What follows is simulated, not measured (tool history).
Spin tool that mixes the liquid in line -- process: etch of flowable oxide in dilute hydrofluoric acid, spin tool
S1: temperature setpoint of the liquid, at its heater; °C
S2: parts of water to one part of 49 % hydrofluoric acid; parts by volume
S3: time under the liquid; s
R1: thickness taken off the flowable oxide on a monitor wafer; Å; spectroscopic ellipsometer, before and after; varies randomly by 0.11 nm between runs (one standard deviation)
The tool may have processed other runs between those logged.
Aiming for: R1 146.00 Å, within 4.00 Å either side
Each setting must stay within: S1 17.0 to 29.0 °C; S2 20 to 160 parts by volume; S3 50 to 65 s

| run | hour | S1 | S2 | S3 | R1 |
|---|---|---|---|---|---|
| 1 | 0.0 | 21.0 | 90 | 65 | 213.38 |
| 2 | 0.8 | 23.0 | 90 | 65 | 234.56 |
| 3 | 6.9 | 22.5 | 90 | 65 | 228.31 |
| 4 | 12.6 | 19.0 | 90 | 65 | 200.21 |
| 5 | 14.4 | 18.0 | 100 | 65 | 169.84 |
| 6 | 18.6 | 18.0 | 100 | 50 | 132.33 |
| 7 | 22.3 | 19.0 | 100 | 50 | 135.31 |
| 8 | 23.0 | 20.0 | 100 | 50 | 141.65 |

Below are 5 possible settings for the next run. Only one of them brings all results inside the allowed miss of their targets. Which is it?
| A | 23.7 | 18.0 | 105 | 55 | ? |
| B | 23.7 | 18.0 | 115 | 60 | ? |
| C | 23.7 | 19.0 | 105 | 60 | ? |
| D | 23.7 | 18.0 | 90 | 50 | ? |
| E | 23.7 | 20.5 | 105 | 50 | ? |

| move | R1 |
|---|---|
| A | 134.86 |
| B | 132.93 |
| C | 153.35 |
| D | 145.34 |
| E | 135.91 |
A: misses by more than the last run did
B: misses by more than the last run did
C: carries the result that was furthest off beyond its target, to the other side
D: all results in spec
E: misses by more than the last run did
The right move is D.
